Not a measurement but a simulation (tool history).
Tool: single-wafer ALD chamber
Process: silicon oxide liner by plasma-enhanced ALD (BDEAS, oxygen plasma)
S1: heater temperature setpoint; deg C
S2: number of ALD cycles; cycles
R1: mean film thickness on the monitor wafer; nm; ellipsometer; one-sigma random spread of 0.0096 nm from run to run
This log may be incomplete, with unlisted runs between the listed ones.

Run 1, hour 0.0: S1 320 deg C, S2 26 cycles. Result: R1 2.3395 nm.
Run 2, hour 8.2: S1 320 deg C, S2 29 cycles. Result: R1 2.5850 nm.
Run 3, hour 11.2: S1 321 deg C, S2 27 cycles. Result: R1 2.4005 nm.
Run 4, hour 12.0: S1 321 deg C, S2 25 cycles. Result: R1 2.2382 nm.
Run 5, hour 13.4: S1 322 deg C, S2 24 cycles. Result: R1 2.1437 nm.
Run 6, hour 19.4: S1 322 deg C, S2 27 cycles. Result: R1 2.4045 nm.
Run 7, hour 28.0: S1 323 deg C, S2 26 cycles. Result: R1 2.3228 nm.

Forecast run 8:
Run 8, hour 34.3: S1 326 deg C, S2 22 cycles. Result: R1 ?.

{"run 8": {"R1": 1.9597}}
